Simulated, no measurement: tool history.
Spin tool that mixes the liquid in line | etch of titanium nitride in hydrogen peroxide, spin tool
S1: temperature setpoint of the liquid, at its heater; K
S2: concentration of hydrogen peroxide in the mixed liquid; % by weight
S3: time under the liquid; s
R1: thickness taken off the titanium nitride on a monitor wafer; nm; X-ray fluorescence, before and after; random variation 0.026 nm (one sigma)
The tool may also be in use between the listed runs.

Run 1, hour 0: S1 330.15 K, S2 23 % by weight, S3 55 s. Result: R1 7.1045 nm.
Run 2, hour 3.4: S1 328.65 K, S2 23 % by weight, S3 55 s. Result: R1 6.373 nm.
Run 3, hour 9.4: S1 328.65 K, S2 26 % by weight, S3 55 s. Result: R1 6.5302 nm.
Run 4, hour 13.5: S1 327.65 K, S2 26 % by weight, S3 55 s. Result: R1 6.0494 nm.
Run 5, hour 18.3: S1 326.65 K, S2 26 % by weight, S3 55 s. Result: R1 5.7168 nm.
Run 6, hour 26.6: S1 326.65 K, S2 29 % by weight, S3 55 s. Result: R1 5.91 nm.
Run 7, hour 30.5: S1 325.65 K, S2 29 % by weight, S3 55 s. Result: R1 5.4312 nm.
Run 8, hour 34.7: S1 324.65 K, S2 29 % by weight, S3 55 s. Result: R1 5.0555 nm.
Run 9, hour 41.7: S1 323.65 K, S2 29 % by weight, S3 55 s. Result: R1 4.7726 nm.

The next listed run, before its measurement:
Run 10, hour 43.6: S1 323.15 K, S2 29 % by weight, S3 55 s. Result: R1 ?.

Run 10 gave R1 4.51 nm.
